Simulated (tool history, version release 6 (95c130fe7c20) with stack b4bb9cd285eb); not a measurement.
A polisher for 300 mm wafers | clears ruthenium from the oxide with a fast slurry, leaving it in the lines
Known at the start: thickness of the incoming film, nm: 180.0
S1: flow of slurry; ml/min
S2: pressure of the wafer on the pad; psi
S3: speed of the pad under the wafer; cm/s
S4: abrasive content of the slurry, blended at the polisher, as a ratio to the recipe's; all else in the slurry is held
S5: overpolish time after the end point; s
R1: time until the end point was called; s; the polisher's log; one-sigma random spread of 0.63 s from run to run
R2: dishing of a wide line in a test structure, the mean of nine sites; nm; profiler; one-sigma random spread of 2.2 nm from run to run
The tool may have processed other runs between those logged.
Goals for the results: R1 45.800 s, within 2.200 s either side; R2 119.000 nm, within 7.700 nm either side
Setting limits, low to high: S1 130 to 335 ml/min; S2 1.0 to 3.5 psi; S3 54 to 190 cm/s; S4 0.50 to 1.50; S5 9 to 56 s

Run 1, day 0.000: S1 215 ml/min, S2 2.2 psi, S3 122 cm/s, S4 1.00, S5 29 s. Result: R1 61.799 s, R2 69.013 nm.
Run 2, day 0.046: S1 215 ml/min, S2 2.2 psi, S3 122 cm/s, S4 0.85, S5 29 s. Result: R1 66.386 s, R2 66.185 nm.
Run 3, day 0.129: S1 215 ml/min, S2 2.4 psi, S3 122 cm/s, S4 0.85, S5 31 s. Result: R1 61.918 s, R2 72.930 nm.
Run 4, day 0.492: S1 215 ml/min, S2 2.4 psi, S3 122 cm/s, S4 0.75, S5 31 s. Result: R1 63.762 s, R2 66.844 nm.
Run 5, day 0.775: S1 215 ml/min, S2 2.5 psi, S3 124 cm/s, S4 0.80, S5 34 s. Result: R1 59.845 s, R2 77.203 nm.
Run 6, day 1.025: S1 175 ml/min, S2 2.5 psi, S3 124 cm/s, S4 0.80, S5 34 s. Result: R1 61.576 s, R2 78.198 nm.
Run 7, day 1.312: S1 175 ml/min, S2 2.7 psi, S3 124 cm/s, S4 0.80, S5 36 s. Result: R1 57.322 s, R2 85.652 nm.
Run 8, day 1.483: S1 175 ml/min, S2 2.7 psi, S3 124 cm/s, S4 0.80, S5 36 s. Result: R1 57.352 s, R2 83.907 nm.
Run 9, day 1.829: S1 175 ml/min, S2 2.8 psi, S3 126 cm/s, S4 0.80, S5 38 s. Result: R1 56.845 s, R2 92.842 nm.
Run 10, day 1.962: S1 175 ml/min, S2 3.0 psi, S3 126 cm/s, S4 0.80, S5 39 s. Result: R1 51.762 s, R2 93.595 nm.
Run 11, day 2.246: S1 175 ml/min, S2 3.1 psi, S3 128 cm/s, S4 0.80, S5 41 s. Result: R1 50.243 s, R2 101.150 nm.
Run 12, day 2.446: S1 175 ml/min, S2 3.2 psi, S3 130 cm/s, S4 0.80, S5 42 s. Result: R1 48.001 s, R2 106.620 nm.
Run 13, day 2.800: S1 175 ml/min, S2 3.2 psi, S3 130 cm/s, S4 0.80, S5 43 s. Result: R1 47.864 s, R2 110.770 nm.

Which one of the following 5 next-run settings gets every result inside its allowed miss? There is exactly one.
Run A, day 3.154: S1 130 ml/min, S2 3.3 psi, S3 154 cm/s, S4 0.65, S5 45 s. Result: R1 ?, R2 ?.
Run B, day 3.154: S1 160 ml/min, S2 3.2 psi, S3 128 cm/s, S4 0.75, S5 52 s. Result: R1 ?, R2 ?.
Run C, day 3.154: S1 140 ml/min, S2 3.4 psi, S3 144 cm/s, S4 0.70, S5 37 s. Result: R1 ?, R2 ?.
Run D, day 3.154: S1 205 ml/min, S2 3.2 psi, S3 132 cm/s, S4 0.60, S5 38 s. Result: R1 ?, R2 ?.
Run E, day 3.154: S1 215 ml/min, S2 3.5 psi, S3 128 cm/s, S4 0.80, S5 33 s. Result: R1 ?, R2 ?.

move      R1       R2
   A  44.619  118.540
   B  50.227  120.480
   C  44.717  104.120
   D  50.617   97.302
   E  43.822   97.515
A: every result within its allowed miss
B: brings the result that was furthest off to its target, and leaves another outside
C: its largest miss is bigger than the last run's
D: its largest miss is bigger than the last run's
E: its largest miss is bigger than the last run's
The move that meets every target is A.

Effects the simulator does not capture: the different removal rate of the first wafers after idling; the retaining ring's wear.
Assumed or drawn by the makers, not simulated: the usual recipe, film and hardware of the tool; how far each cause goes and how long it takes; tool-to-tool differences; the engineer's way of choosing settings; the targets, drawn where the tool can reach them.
